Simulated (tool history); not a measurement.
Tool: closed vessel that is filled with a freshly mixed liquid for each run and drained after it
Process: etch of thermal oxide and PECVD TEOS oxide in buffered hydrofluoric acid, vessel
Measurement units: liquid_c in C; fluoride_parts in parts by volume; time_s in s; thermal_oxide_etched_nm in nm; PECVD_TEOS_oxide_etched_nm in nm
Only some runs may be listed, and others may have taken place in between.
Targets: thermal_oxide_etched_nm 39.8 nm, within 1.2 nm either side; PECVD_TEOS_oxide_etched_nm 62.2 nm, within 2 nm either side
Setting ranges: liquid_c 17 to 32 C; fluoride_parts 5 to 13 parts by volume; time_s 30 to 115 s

run 1 day=0 | liquid_c=24 fluoride_parts=8 time_s=60 | thermal_oxide_etched_nm=77.718 PECVD_TEOS_oxide_etched_nm=121.21
run 2 day=0.358 | liquid_c=22 fluoride_parts=8.5 time_s=60 | thermal_oxide_etched_nm=64.772 PECVD_TEOS_oxide_etched_nm=102.62
run 3 day=0.483 | liquid_c=22 fluoride_parts=9.5 time_s=60 | thermal_oxide_etched_nm=58.136 PECVD_TEOS_oxide_etched_nm=91.622
run 4 day=0.583 | liquid_c=24 fluoride_parts=9.5 time_s=60 | thermal_oxide_etched_nm=65.386 PECVD_TEOS_oxide_etched_nm=102.4
run 5 day=0.808 | liquid_c=22 fluoride_parts=10 time_s=60 | thermal_oxide_etched_nm=56.792 PECVD_TEOS_oxide_etched_nm=89.781
run 6 day=1.075 | liquid_c=22 fluoride_parts=10 time_s=80 | thermal_oxide_etched_nm=76.083 PECVD_TEOS_oxide_etched_nm=118.57
run 7 day=1.188 | liquid_c=20.5 fluoride_parts=11 time_s=80 | thermal_oxide_etched_nm=64.188 PECVD_TEOS_oxide_etched_nm=99.308
run 8 day=1.246 | liquid_c=19.5 fluoride_parts=11.5 time_s=80 | thermal_oxide_etched_nm=56.26 PECVD_TEOS_oxide_etched_nm=89.808
run 9 day=1.367 | liquid_c=19 fluoride_parts=12 time_s=80 | thermal_oxide_etched_nm=54.126 PECVD_TEOS_oxide_etched_nm=83.508
run 10 day=1.454 | liquid_c=18.5 fluoride_parts=12.5 time_s=80 | thermal_oxide_etched_nm=50.419 PECVD_TEOS_oxide_etched_nm=77.739
run 11 day=1.8 | liquid_c=18 fluoride_parts=12.5 time_s=75 | thermal_oxide_etched_nm=45.426 PECVD_TEOS_oxide_etched_nm=72.355

Next run, 4 choices. One meets every target within its allowed miss, the rest don't. Which?
run A day=2.146 | liquid_c=17.5 fluoride_parts=12 time_s=70 | thermal_oxide_etched_nm=? PECVD_TEOS_oxide_etched_nm=?
run B day=2.146 | liquid_c=17.5 fluoride_parts=10.5 time_s=70 | thermal_oxide_etched_nm=? PECVD_TEOS_oxide_etched_nm=?
run C day=2.146 | liquid_c=23.5 fluoride_parts=13 time_s=50 | thermal_oxide_etched_nm=? PECVD_TEOS_oxide_etched_nm=?
run D day=2.146 | liquid_c=20 fluoride_parts=12.5 time_s=80 | thermal_oxide_etched_nm=? PECVD_TEOS_oxide_etched_nm=?

move=A thermal_oxide_etched_nm=43.371 PECVD_TEOS_oxide_etched_nm=66.594
move=B thermal_oxide_etched_nm=49.414 PECVD_TEOS_oxide_etched_nm=75.872
move=C thermal_oxide_etched_nm=40.046 PECVD_TEOS_oxide_etched_nm=61.489
move=D thermal_oxide_etched_nm=54.85 PECVD_TEOS_oxide_etched_nm=84.218
A: moves toward the targets from the last run without getting all of them in spec
B: misses by more than the last run did
C: each result inside its tolerance
D: misses by more than the last run did
Go with C: it meets all targets.
